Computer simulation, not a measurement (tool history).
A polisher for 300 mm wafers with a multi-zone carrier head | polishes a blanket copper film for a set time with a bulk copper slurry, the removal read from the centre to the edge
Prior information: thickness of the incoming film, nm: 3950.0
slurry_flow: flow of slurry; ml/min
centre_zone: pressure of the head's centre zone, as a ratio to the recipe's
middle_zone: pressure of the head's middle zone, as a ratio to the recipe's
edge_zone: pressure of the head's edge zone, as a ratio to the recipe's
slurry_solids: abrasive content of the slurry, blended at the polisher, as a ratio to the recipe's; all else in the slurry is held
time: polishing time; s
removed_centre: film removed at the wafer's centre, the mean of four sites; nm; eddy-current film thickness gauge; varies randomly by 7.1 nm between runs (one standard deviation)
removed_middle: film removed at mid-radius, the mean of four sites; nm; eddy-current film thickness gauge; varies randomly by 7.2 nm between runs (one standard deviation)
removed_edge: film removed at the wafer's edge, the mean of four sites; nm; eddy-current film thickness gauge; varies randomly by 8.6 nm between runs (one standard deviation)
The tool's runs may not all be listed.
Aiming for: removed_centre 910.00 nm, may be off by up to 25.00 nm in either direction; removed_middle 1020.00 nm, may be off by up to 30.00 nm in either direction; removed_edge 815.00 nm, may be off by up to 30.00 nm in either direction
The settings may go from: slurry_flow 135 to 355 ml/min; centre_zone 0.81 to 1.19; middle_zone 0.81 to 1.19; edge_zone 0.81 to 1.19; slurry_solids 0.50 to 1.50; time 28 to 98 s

| run | hour | slurry_flow | centre_zone | middle_zone | edge_zone | slurry_solids | time | removed_centre | removed_middle | removed_edge |
|---|---|---|---|---|---|---|---|---|---|---|
| 1 | 0.0 | 225 | 1.00 | 1.00 | 1.00 | 1.00 | 63 | 670.04 | 687.61 | 661.93 |
| 2 | 2.6 | 225 | 1.00 | 1.00 | 1.00 | 1.00 | 72 | 766.38 | 791.98 | 768.42 |
| 3 | 9.7 | 225 | 1.07 | 1.00 | 1.00 | 1.00 | 72 | 829.31 | 793.17 | 769.33 |
| 4 | 11.9 | 235 | 1.07 | 1.02 | 1.00 | 1.00 | 72 | 827.65 | 808.81 | 766.61 |
| 5 | 13.6 | 240 | 1.07 | 1.04 | 1.00 | 1.05 | 72 | 827.38 | 835.63 | 762.14 |
| 6 | 17.4 | 220 | 1.07 | 1.04 | 1.00 | 1.05 | 72 | 837.41 | 827.50 | 759.80 |
| 7 | 20.1 | 225 | 1.07 | 1.06 | 1.01 | 1.10 | 72 | 834.81 | 852.08 | 786.36 |
| 8 | 26.4 | 230 | 1.08 | 1.08 | 1.01 | 1.10 | 72 | 856.53 | 861.87 | 791.18 |
| 9 | 28.6 | 235 | 1.08 | 1.09 | 1.00 | 1.15 | 72 | 853.62 | 877.30 | 781.57 |
| 10 | 37.4 | 240 | 1.08 | 1.10 | 1.00 | 1.20 | 72 | 864.27 | 899.61 | 793.88 |
| 11 | 46.2 | 245 | 1.08 | 1.11 | 1.00 | 1.20 | 72 | 862.64 | 907.66 | 790.14 |

Of the 4 settings listed for the next run, only one would bring every result within its allowed miss of target. Which one?
| A | 55.0 | 225 | 1.08 | 1.01 | 1.02 | 1.25 | 69 | ? | ? | ? |
| B | 55.0 | 250 | 1.10 | 1.05 | 0.98 | 1.20 | 72 | ? | ? | ? |
| C | 55.0 | 165 | 1.07 | 1.07 | 1.07 | 0.90 | 74 | ? | ? | ? |
| D | 55.0 | 210 | 1.01 | 1.12 | 0.82 | 1.15 | 82 | ? | ? | ? |

| move | removed_centre | removed_middle | removed_edge |
|---|---|---|---|
| A | 832.65 | 804.58 | 781.40 |
| B | 886.98 | 868.33 | 798.05 |
| C | 797.83 | 819.95 | 781.98 |
| D | 902.63 | 1019.70 | 819.34 |
A: the biggest miss grows against the last run
B: the biggest miss grows against the last run
C: the biggest miss grows against the last run
D: every result lands within tolerance
Move D is the one to make.
